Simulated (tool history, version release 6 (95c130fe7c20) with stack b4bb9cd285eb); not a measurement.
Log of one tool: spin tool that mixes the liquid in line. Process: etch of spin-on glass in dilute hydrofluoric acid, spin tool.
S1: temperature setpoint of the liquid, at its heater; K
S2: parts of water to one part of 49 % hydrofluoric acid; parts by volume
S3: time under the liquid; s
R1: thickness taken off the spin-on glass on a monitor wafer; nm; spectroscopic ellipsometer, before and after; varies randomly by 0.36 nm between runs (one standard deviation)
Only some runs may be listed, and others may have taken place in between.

Run 1, day 0.000: S1 298.15 K, S2 80 parts by volume, S3 50 s. Result: R1 19.538 nm.
Run 2, day 0.092: S1 300.15 K, S2 70 parts by volume, S3 50 s. Result: R1 24.506 nm.
Run 3, day 0.188: S1 300.15 K, S2 90 parts by volume, S3 50 s. Result: R1 18.830 nm.
Run 4, day 0.375: S1 300.15 K, S2 110 parts by volume, S3 50 s. Result: R1 14.832 nm.
Run 5, day 0.721: S1 300.15 K, S2 110 parts by volume, S3 50 s. Result: R1 14.746 nm.
Run 6, day 0.825: S1 301.65 K, S2 90 parts by volume, S3 50 s. Result: R1 19.663 nm.
Run 7, day 1.008: S1 302.65 K, S2 75 parts by volume, S3 50 s. Result: R1 25.212 nm.

Predict the results of run 8:
Run 8, day 1.346: S1 303.65 K, S2 65 parts by volume, S3 50 s. Result: R1 ?.

{"run 8": {"R1": 30.39}}

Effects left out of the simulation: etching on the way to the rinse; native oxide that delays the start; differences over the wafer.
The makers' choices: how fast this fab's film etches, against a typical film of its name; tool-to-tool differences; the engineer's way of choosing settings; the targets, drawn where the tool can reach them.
